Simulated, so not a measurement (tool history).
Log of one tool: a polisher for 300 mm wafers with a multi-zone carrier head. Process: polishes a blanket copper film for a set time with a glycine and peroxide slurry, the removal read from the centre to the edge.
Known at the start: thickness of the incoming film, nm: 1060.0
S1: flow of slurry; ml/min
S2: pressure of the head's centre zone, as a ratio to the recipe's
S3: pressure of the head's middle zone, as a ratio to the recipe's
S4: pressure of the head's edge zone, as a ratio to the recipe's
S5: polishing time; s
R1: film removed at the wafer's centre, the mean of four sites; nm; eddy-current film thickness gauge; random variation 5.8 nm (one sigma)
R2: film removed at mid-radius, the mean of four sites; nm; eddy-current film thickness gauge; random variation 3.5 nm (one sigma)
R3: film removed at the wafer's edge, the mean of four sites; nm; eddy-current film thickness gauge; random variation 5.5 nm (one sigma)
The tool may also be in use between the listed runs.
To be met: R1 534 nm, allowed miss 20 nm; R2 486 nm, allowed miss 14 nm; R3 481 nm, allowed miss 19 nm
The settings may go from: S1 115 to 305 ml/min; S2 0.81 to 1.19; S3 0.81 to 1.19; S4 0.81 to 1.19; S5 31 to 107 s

run 1 day=0 | S1=195 S2=1 S3=1 S4=1 S5=69 | R1=375.35 R2=373.95 R3=365.76
run 2 day=0.221 | S1=195 S2=1 S3=1 S4=1.06 S5=69 | R1=378.49 R2=379.66 R3=371.39
run 3 day=0.296 | S1=195 S2=1 S3=1 S4=1.06 S5=57 | R1=308.71 R2=311.33 R3=310.43
run 4 day=0.392 | S1=200 S2=1.02 S3=1 S4=1.08 S5=62 | R1=350.13 R2=345.38 R3=340.27
run 5 day=0.712 | S1=205 S2=1.03 S3=1 S4=1.1 S5=65 | R1=359.94 R2=357.85 R3=363.2
run 6 day=0.788 | S1=205 S2=1.09 S3=1 S4=1.1 S5=65 | R1=393.93 R2=358.53 R3=357.51
run 7 day=1.125 | S1=215 S2=1.1 S3=1.01 S4=1.12 S5=68 | R1=414.06 R2=377.22 R3=377.39
run 8 day=1.358 | S1=220 S2=1.11 S3=1.02 S4=1.13 S5=71 | R1=443.8 R2=399.47 R3=404.31

5 next moves are on the table. One of them brings every result within its allowed miss. Which?
run A day=1.592 | S1=200 S2=0.85 S3=1.07 S4=1.19 S5=75 | R1=? R2=? R3=?
run B day=1.592 | S1=230 S2=1.04 S3=0.81 S4=1.19 S5=83 | R1=? R2=? R3=?
run C day=1.592 | S1=200 S2=1.16 S3=0.94 S4=1.15 S5=82 | R1=? R2=? R3=?
run D day=1.592 | S1=225 S2=1.17 S3=1.08 S4=1.19 S5=81 | R1=? R2=? R3=?
run E day=1.592 | S1=200 S2=1.13 S3=0.89 S4=1.19 S5=86 | R1=? R2=? R3=?

move=A R1=356.75 R2=434.35 R3=426.45
move=B R1=494.09 R2=388.56 R3=480.87
move=C R1=533.1 R2=425.01 R3=458.81
move=D R1=542.12 R2=480.36 R3=466.54
move=E R1=544.36 R2=425.96 R3=490.17
A: further off than the last run
B: further off than the last run
C: nearer than the last run, and not there yet
D: meets every target
E: nearer than the last run, and not there yet
Move D is the one to make.
